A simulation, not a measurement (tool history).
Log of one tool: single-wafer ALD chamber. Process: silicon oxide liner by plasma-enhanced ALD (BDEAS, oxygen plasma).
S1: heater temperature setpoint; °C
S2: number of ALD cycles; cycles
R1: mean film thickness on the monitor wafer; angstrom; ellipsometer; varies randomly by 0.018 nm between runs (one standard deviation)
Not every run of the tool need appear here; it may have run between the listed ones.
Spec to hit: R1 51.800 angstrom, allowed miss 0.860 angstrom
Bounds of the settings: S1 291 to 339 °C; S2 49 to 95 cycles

run,hour,S1,S2,R1
1,0.0,315,72,67.231
2,4.1,319,72,67.214
3,11.7,327,72,66.285
4,19.4,327,76,69.998
5,20.3,328,69,63.157
6,28.4,329,64,58.763
7,29.5,330,61,56.069
8,31.3,332,55,50.561
# hour 35.7: thermocouple changed; heater temperature recalibrated
9,35.7,331,55,50.106

Next run, 5 choices. One meets every target within its allowed miss, the rest don't. Which?
A,40.1,339,59,?
B,40.1,315,58,?
C,40.1,335,59,?
D,40.1,339,57,?
E,40.1,328,58,?

move,R1
A,53.322
B,54.048
C,53.598
D,51.514
E,53.165
A: carries the result that was furthest off beyond its target, to the other side
B: carries the result that was furthest off beyond its target, to the other side
C: carries the result that was furthest off beyond its target, to the other side
D: every result within its allowed miss
E: carries the result that was furthest off beyond its target, to the other side
Move D is the one to make.
